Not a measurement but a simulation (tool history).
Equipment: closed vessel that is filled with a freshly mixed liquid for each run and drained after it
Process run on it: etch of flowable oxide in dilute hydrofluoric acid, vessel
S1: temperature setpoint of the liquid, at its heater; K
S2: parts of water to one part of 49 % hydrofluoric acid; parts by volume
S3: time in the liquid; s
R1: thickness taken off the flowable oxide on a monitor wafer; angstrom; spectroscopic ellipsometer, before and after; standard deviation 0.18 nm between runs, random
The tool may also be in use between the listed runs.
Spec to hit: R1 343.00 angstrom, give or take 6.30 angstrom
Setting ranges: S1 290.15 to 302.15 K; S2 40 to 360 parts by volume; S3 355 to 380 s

run 1 hour=0.0 | S1=294.15 S2=200 S3=355 | R1=667.22
run 2 hour=6.0 | S1=293.65 S2=215 S3=355 | R1=602.95
run 3 hour=8.8 | S1=293.65 S2=215 S3=355 | R1=605.04
run 4 hour=17.2 | S1=293.15 S2=230 S3=355 | R1=544.18
run 5 hour=25.8 | S1=292.65 S2=240 S3=355 | R1=504.63
run 6 hour=27.8 | S1=292.15 S2=250 S3=355 | R1=474.85
run 7 hour=31.4 | S1=291.65 S2=260 S3=355 | R1=444.56
run 8 hour=37.8 | S1=291.65 S2=265 S3=355 | R1=431.39
run 9 hour=43.0 | S1=291.65 S2=270 S3=355 | R1=425.05
run 10 hour=46.2 | S1=291.65 S2=270 S3=355 | R1=420.50
run 11 hour=49.5 | S1=291.65 S2=275 S3=355 | R1=413.27
run 12 hour=53.1 | S1=291.65 S2=280 S3=355 | R1=403.42
run 13 hour=55.0 | S1=291.65 S2=285 S3=355 | R1=393.95
run 14 hour=61.5 | S1=291.65 S2=290 S3=355 | R1=387.95
run 15 hour=62.8 | S1=290.65 S2=295 S3=355 | R1=364.28
run 16 hour=70.2 | S1=290.15 S2=300 S3=355 | R1=349.35

Consider the 5 candidate settings below. Which is the only one whose results all fall within their allowed miss of target?
run A hour=77.6 | S1=291.15 S2=340 S3=375 | R1=?
run B hour=77.6 | S1=290.15 S2=305 S3=375 | R1=?
run C hour=77.6 | S1=290.15 S2=315 S3=355 | R1=?
run D hour=77.6 | S1=291.65 S2=315 S3=365 | R1=?
run E hour=77.6 | S1=290.65 S2=325 S3=375 | R1=?

move=A R1=331.91
move=B R1=366.98
move=C R1=333.60
move=D R1=362.71
move=E R1=345.13
A: takes the result that was furthest off past its target
B: lands further from the targets than the last run did
C: takes the result that was furthest off past its target
D: lands further from the targets than the last run did
E: in spec on every target
So the answer is move E, the one that meets all the targets.

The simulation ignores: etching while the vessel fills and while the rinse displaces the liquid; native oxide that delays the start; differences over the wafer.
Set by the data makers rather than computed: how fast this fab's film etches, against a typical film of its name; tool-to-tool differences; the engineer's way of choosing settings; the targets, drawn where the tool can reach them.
